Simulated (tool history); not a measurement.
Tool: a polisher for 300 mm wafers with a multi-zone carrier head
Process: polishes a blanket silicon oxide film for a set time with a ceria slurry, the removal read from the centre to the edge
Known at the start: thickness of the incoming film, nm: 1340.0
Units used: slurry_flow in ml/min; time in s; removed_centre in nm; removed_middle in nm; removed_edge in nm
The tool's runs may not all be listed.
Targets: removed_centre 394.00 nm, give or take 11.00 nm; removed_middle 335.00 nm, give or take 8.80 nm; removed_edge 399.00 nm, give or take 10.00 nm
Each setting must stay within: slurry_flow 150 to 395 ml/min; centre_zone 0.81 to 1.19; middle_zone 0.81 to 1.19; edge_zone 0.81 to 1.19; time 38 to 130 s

run	hour	slurry_flow	centre_zone	middle_zone	edge_zone	time	removed_centre	removed_middle	removed_edge
1	0.0	250	1.00	1.00	1.00	84	343.28	329.00	340.46
2	6.2	220	1.00	1.00	1.00	84	335.29	324.21	333.27
3	13.5	175	1.00	1.00	1.00	84	327.86	322.42	330.03
4	22.3	150	1.00	1.00	1.00	84	323.22	315.50	325.07
5	27.3	150	1.00	1.00	0.94	84	326.72	314.61	314.22
6	29.1	190	1.03	0.98	1.01	85	345.83	318.81	339.88
7	34.9	225	1.05	0.98	1.05	85	359.32	323.96	348.16
8	37.6	250	1.06	0.97	1.09	86	368.91	328.79	361.20

Consider the 4 candidate settings below. Which is the only one whose results all fall within their allowed miss of target?
A	40.3	280	1.03	0.89	1.12	87	?	?	?
B	40.3	315	1.08	0.97	1.10	87	?	?	?
C	40.3	230	1.02	0.92	1.17	87	?	?	?
D	40.3	335	1.04	0.91	1.16	91	?	?	?

move	removed_centre	removed_middle	removed_edge
A	365.05	311.88	371.73
B	385.62	338.02	370.45
C	355.49	315.54	375.50
D	391.11	336.73	399.86
A: gains on the last run, yet a result remains outside its allowed miss
B: gains on the last run, yet a result remains outside its allowed miss
C: gains on the last run, yet a result remains outside its allowed miss
D: every result lands within tolerance
Answer: D

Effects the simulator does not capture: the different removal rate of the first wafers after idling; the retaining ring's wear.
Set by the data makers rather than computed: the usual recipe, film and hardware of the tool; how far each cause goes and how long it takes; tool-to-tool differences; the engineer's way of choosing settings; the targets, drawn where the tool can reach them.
